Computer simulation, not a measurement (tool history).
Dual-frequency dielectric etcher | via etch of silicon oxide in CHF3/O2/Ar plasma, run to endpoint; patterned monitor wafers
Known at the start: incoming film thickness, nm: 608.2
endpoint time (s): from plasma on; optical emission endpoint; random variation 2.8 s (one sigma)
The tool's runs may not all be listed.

run  hour  source power (kW)  bias power (kW)  endpoint time (s)
  1     0               0.62            0.166             306.61
  2   5.7               0.73            0.166             287.35
  3  13.5               0.73            0.156             296.41
  4  19.6               0.73            0.129             321.78
  5  20.7               0.65            0.129             335.71
  6  24.8               0.59            0.123             355.37

Forecast run 7:
  7  33.2               0.54             0.12                  ?

{"run 7": {"endpoint time (s)": 371.31}}
